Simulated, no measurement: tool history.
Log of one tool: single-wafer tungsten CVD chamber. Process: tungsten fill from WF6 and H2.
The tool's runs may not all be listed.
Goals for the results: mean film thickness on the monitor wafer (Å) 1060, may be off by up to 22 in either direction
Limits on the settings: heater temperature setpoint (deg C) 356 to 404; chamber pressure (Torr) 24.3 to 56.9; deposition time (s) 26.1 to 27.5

run  hour  heater temperature setpoint (deg C)  chamber pressure (Torr)  deposition time (s)  mean film thickness on the monitor wafer (Å)
  1     0                                  380                     40.6                 27.5                                        645.36
  2   3.9                                  375                     40.6                 27.5                                        575.86
  3   6.4                                  375                     40.6                 26.1                                        542.89
  4   7.4                                  378                     40.7                 26.1                                        584.17
  5  13.8                                  381                       41                 26.1                                        628.64
  6  18.9                                  381                       45                 26.1                                        659.25
  7    22                                  383                     45.1                 26.1                                        691.65
  8  28.6                                  385                     45.2                 26.1                                        721.12
  9  35.3                                  387                     45.3                 26.1                                        758.26

5 next moves are on the table. One of them brings every result within its allowed miss. Which?
  A    42                                  391                     45.8                 26.7                                             ?
  B    42                                  388                     49.2                 27.2                                             ?
  C    42                                  402                     44.9                 27.5                                             ?
  D    42                                  397                     51.9                 27.5                                             ?
  E    42                                  401                     48.5                 27.5                                             ?

move  mean film thickness on the monitor wafer (Å)
   A                                        847.35
   B                                        835.53
   C                                        1088.5
   D                                        1050.8
   E                                        1105.3
A: nearer than the last run, and not there yet
B: nearer than the last run, and not there yet
C: moves the result that the last run missed by most past its target, out the other side
D: hits every target within its allowed miss
E: moves the result that the last run missed by most past its target, out the other side
Move D is the one to make.
